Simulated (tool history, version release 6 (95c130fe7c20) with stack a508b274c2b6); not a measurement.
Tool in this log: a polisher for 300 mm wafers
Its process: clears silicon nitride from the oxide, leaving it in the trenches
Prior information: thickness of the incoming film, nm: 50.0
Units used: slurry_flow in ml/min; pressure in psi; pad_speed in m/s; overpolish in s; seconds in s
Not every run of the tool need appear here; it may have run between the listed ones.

{"run": 1, "day": 0.0, "slurry_flow": 185, "pressure": 2.2, "pad_speed": 0.94, "overpolish": 35, "seconds": 61.978}
{"run": 2, "day": 0.104, "slurry_flow": 185, "pressure": 2.2, "pad_speed": 0.82, "overpolish": 35, "seconds": 69.542}
{"run": 3, "day": 0.312, "slurry_flow": 185, "pressure": 2.1, "pad_speed": 0.8, "overpolish": 35, "seconds": 73.383}
{"run": 4, "day": 0.675, "slurry_flow": 185, "pressure": 2, "pad_speed": 0.78, "overpolish": 35, "seconds": 75.622}
{"run": 5, "day": 0.871, "slurry_flow": 185, "pressure": 2, "pad_speed": 0.78, "overpolish": 37, "seconds": 74.755}
{"run": 6, "day": 0.996, "slurry_flow": 185, "pressure": 2.5, "pad_speed": 0.78, "overpolish": 37, "seconds": 66.221}
{"run": 7, "day": 1.146, "slurry_flow": 185, "pressure": 2.4, "pad_speed": 0.74, "overpolish": 37, "seconds": 67.227}
{"run": 8, "day": 1.329, "slurry_flow": 185, "pressure": 2.3, "pad_speed": 0.72, "overpolish": 37, "seconds": 70.241}
{"run": 9, "day": 1.429, "slurry_flow": 185, "pressure": 2.2, "pad_speed": 0.68, "overpolish": 37, "seconds": 77.151}

For run 10, what comes out?
{"run": 10, "day": 1.508, "slurry_flow": 185, "pressure": 2.1, "pad_speed": 0.66, "overpolish": 37, "seconds": "?"}

Run 10 measured seconds 80.727 s.
